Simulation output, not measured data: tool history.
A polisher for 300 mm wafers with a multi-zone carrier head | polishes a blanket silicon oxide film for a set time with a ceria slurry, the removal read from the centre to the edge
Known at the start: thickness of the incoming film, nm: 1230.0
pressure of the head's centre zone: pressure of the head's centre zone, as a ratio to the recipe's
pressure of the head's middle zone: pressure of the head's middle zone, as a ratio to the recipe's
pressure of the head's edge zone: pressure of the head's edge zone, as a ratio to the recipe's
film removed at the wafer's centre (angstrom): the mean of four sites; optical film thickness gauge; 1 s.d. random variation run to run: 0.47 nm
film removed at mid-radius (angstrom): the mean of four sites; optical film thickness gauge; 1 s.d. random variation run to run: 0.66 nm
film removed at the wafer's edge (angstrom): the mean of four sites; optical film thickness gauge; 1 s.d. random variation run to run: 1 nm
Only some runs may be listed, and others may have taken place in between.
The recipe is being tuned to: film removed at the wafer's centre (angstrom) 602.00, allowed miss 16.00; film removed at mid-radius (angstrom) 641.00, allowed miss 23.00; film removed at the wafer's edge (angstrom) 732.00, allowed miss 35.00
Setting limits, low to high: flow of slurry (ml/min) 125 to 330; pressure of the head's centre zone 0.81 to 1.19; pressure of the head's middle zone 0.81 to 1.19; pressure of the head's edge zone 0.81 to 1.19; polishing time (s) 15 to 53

| run | hour | flow of slurry (ml/min) | pressure of the head's centre zone | pressure of the head's middle zone | pressure of the head's edge zone | polishing time (s) | film removed at the wafer's centre (angstrom) | film removed at mid-radius (angstrom) | film removed at the wafer's edge (angstrom) |
|---|---|---|---|---|---|---|---|---|---|
| 1 | 0.0 | 210 | 1.00 | 1.00 | 1.00 | 34 | 1181.80 | 1189.60 | 1124.00 |
| 2 | 2.4 | 210 | 1.00 | 1.00 | 1.07 | 34 | 1188.20 | 1172.90 | 1155.00 |
| 3 | 10.4 | 210 | 1.00 | 1.04 | 1.07 | 34 | 1203.40 | 1222.60 | 1158.20 |
| 4 | 13.1 | 200 | 0.96 | 0.99 | 1.07 | 31 | 1023.40 | 1082.60 | 1074.30 |
| 5 | 14.0 | 195 | 0.95 | 0.96 | 1.07 | 28 | 923.43 | 923.20 | 969.38 |
| 6 | 14.8 | 195 | 0.95 | 0.96 | 1.12 | 28 | 906.77 | 930.10 | 965.09 |
| 7 | 16.7 | 190 | 0.93 | 0.94 | 1.12 | 26 | 819.44 | 843.08 | 908.59 |
| 8 | 23.0 | 190 | 0.91 | 0.93 | 1.11 | 24 | 745.24 | 781.32 | 819.60 |
| 9 | 30.1 | 185 | 0.89 | 0.90 | 1.11 | 24 | 737.70 | 753.04 | 831.55 |
| 10 | 35.7 | 180 | 0.87 | 0.89 | 1.11 | 23 | 678.85 | 704.23 | 803.62 |
| 11 | 43.3 | 145 | 0.82 | 0.86 | 1.01 | 22 | 576.31 | 629.86 | 721.73 |
| 12 | 47.7 | 150 | 0.82 | 0.86 | 1.01 | 22 | 584.34 | 620.92 | 701.53 |

Pick the move, out of 4, that brings all results within their allowed miss; only one does.
| A | 52.1 | 185 | 0.82 | 0.85 | 0.95 | 20 | ? | ? | ? |
| B | 52.1 | 175 | 0.83 | 0.94 | 1.05 | 20 | ? | ? | ? |
| C | 52.1 | 175 | 0.90 | 0.86 | 1.01 | 19 | ? | ? | ? |
| D | 52.1 | 135 | 0.84 | 0.85 | 1.03 | 23 | ? | ? | ? |

| move | film removed at the wafer's centre (angstrom) | film removed at mid-radius (angstrom) | film removed at the wafer's edge (angstrom) |
|---|---|---|---|
| A | 549.30 | 601.48 | 654.95 |
| B | 550.17 | 647.17 | 680.23 |
| C | 566.83 | 570.89 | 635.21 |
| D | 599.93 | 646.74 | 745.15 |
A: its largest miss is bigger than the last run's
B: its largest miss is bigger than the last run's
C: its largest miss is bigger than the last run's
D: hits every target within its allowed miss
Go with D: it meets all targets.
